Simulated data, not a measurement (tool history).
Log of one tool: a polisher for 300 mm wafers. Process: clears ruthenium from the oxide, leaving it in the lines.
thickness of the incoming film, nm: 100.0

run,hour,flow of slurry (ml/min),pressure of the wafer on the pad (psi),speed of the pad under the wafer (cm/s),overpolish time after the end point (s),time until the end point was called (s)
1,0,175,2.7,106,38,64.075
2,4.2,175,2.8,106,38,61.043
3,5,175,2.9,106,38,59.561
4,9.9,135,2.9,106,38,62.568
5,12.9,140,3,106,38,60.384
6,20.2,145,3.1,106,38,57.953
7,23.2,150,3.2,106,38,54.161
8,23.9,155,3.2,106,38,55.263

The next listed run, before its measurement:
9,25,155,3.3,106,38,?

Run 9 gave time until the end point was called (s) 53.602.

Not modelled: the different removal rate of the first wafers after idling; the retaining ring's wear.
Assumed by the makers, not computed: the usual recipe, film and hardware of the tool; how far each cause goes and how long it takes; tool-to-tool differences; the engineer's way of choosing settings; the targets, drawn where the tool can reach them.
